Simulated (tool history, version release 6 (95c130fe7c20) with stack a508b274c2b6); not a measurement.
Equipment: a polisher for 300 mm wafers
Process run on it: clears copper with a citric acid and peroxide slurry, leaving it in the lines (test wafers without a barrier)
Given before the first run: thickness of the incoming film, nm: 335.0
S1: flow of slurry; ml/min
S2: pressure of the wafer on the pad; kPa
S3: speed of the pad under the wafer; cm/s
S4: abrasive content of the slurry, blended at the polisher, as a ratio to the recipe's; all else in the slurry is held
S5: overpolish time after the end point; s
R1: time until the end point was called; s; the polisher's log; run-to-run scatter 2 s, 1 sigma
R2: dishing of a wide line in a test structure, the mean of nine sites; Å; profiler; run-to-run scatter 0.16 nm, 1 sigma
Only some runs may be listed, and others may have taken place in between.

run,hour,S1,S2,S3,S4,S5,R1,R2
1,0,150,16.5,126,1,27,122.72,219.2
2,1.7,145,15.9,132,1,24,126.63,204.84
3,8.7,145,13.1,132,1,24,144.96,197.01
4,15.7,170,13.1,132,1,24,137.72,196.5
5,20.6,175,12.4,136,1,22,147.16,193.7
6,23.9,155,12.4,136,1,22,141.8,189.56
7,28.5,150,12.4,140,1,20,141.56,183.86
8,30.1,145,12.4,144,1,18,139.74,175.24
9,35.4,145,12.4,146,1,17,136.44,173.79
10,41.5,145,12.4,148,1,16,136.26,166.24
11,44.9,145,12.4,150,1,16,136.84,170.32
12,50,165,13.8,144,1.15,8,120.89,117.08
13,52.4,165,13.8,148,1.1,8,121.68,119.8
14,53.5,160,13.8,152,1.05,8,125.29,118.62
15,55.8,160,14.5,148,1.1,21,117.34,202.57
16,57.7,160,14.5,144,1.1,21,122.22,199.57
17,65.2,160,15.2,140,1.1,21,119.93,200.75
18,68,140,11,174,0.95,8,134.12,110.68
19,72.7,135,11.7,168,1,8,129.14,112.64
# hour 75.1: slurry nozzle cleaned
20,75.1,135,12.4,162,1.05,9,125.81,126.85
21,82.9,130,12.4,160,1.1,9,123.21,128.29
22,84.3,130,12.4,158,1.15,10,129.08,135.41
23,89.7,130,12.4,158,1.2,10,125.11,136.67

The next listed run, before its measurement:
24,90.3,130,12.4,158,1.25,10,?,?

{"run 24": {"R1": 120.19, "R2": 137.44}}
